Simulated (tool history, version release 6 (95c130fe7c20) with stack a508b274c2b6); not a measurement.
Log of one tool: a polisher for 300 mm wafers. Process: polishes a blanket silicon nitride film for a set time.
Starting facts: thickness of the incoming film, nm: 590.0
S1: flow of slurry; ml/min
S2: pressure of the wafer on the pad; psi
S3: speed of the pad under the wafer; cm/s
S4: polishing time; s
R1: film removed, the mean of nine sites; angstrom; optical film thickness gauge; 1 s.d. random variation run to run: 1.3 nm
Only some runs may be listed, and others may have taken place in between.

run 1 hour=0 | S1=205 S2=3.4 S3=114 S4=68 | R1=1375.1
run 2 hour=8.4 | S1=205 S2=3.4 S3=114 S4=71 | R1=1452.2
run 3 hour=9.7 | S1=205 S2=2.8 S3=114 S4=71 | R1=1238.2
run 4 hour=16.7 | S1=245 S2=2.8 S3=114 S4=71 | R1=1247.4
run 5 hour=21.4 | S1=245 S2=2.7 S3=114 S4=71 | R1=1193.4
run 6 hour=30.3 | S1=245 S2=2.7 S3=114 S4=68 | R1=1172

Estimate the outcome of run 7 from the log above:
run 7 hour=34.9 | S1=245 S2=2.6 S3=114 S4=68 | R1=?

R1: 1109.2 angstrom
